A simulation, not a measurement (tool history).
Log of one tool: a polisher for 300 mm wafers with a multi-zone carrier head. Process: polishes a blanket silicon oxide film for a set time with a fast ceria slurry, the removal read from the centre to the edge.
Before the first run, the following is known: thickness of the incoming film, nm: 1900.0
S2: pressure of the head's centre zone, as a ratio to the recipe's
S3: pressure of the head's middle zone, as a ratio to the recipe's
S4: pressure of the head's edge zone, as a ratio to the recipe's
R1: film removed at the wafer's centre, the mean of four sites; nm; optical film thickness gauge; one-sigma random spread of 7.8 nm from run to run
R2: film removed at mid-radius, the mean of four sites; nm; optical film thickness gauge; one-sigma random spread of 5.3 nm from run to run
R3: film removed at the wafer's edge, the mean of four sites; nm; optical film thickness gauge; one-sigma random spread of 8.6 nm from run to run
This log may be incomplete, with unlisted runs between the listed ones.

run 1 day=0 | flow_of_slurry_(ml/min)=290 S2=1 S3=1 S4=1 polishing_time_(s)=39 | R1=553.79 R2=540.06 R3=543.64
run 2 day=0.3 | flow_of_slurry_(ml/min)=290 S2=1 S3=1.06 S4=1 polishing_time_(s)=39 | R1=555.82 R2=562.61 R3=539.29
run 3 day=0.633 | flow_of_slurry_(ml/min)=290 S2=1 S3=1.06 S4=1 polishing_time_(s)=33 | R1=466.3 R2=477.91 R3=467.11
run 4 day=0.754 | flow_of_slurry_(ml/min)=325 S2=1 S3=1.06 S4=1 polishing_time_(s)=33 | R1=468.94 R2=481.33 R3=460.84
run 5 day=0.95 | flow_of_slurry_(ml/min)=325 S2=1 S3=1.06 S4=1.03 polishing_time_(s)=33 | R1=478.35 R2=476.49 R3=459.4
-- day=1.138 worn pad replaced by a new one
run 6 day=1.138 | flow_of_slurry_(ml/min)=325 S2=1 S3=1.06 S4=1.03 polishing_time_(s)=40 | R1=598.61 R2=609.11 R3=590.24
run 7 day=1.3 | flow_of_slurry_(ml/min)=340 S2=0.99 S3=1.07 S4=1.04 polishing_time_(s)=40 | R1=586.96 R2=611 R3=610.72
run 8 day=1.375 | flow_of_slurry_(ml/min)=355 S2=0.99 S3=1.09 S4=1.03 polishing_time_(s)=40 | R1=595.34 R2=624.75 R3=596.51

Predict the results of run 9:
run 9 day=1.721 | flow_of_slurry_(ml/min)=355 S2=0.99 S3=1.09 S4=1.03 polishing_time_(s)=40 | R1=? R2=? R3=?

R1: 620.07 nm
R2: 624.48 nm
R3: 582.01 nm

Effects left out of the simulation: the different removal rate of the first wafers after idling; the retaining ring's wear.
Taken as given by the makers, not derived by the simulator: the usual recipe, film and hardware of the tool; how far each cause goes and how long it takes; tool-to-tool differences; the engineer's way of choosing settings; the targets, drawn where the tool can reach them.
